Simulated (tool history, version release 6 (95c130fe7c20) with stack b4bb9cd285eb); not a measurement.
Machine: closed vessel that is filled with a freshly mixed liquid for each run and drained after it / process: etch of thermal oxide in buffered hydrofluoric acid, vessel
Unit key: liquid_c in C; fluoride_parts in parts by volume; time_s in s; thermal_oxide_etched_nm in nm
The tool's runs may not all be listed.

run	hour	liquid_c	fluoride_parts	time_s	thermal_oxide_etched_nm
1	0.0	24.0	14.0	100	71.936
2	5.0	26.5	14.0	100	80.549
3	6.6	23.5	14.0	100	69.228
4	13.3	23.5	14.0	100	68.120
5	17.5	27.0	14.0	100	84.588
6	23.5	30.0	14.0	100	99.692
7	26.9	30.5	13.0	100	108.590

For run 8, what comes out?
8	28.4	31.0	12.5	100	?

For run 8 the tool returned thermal_oxide_etched_nm 114.690 nm.
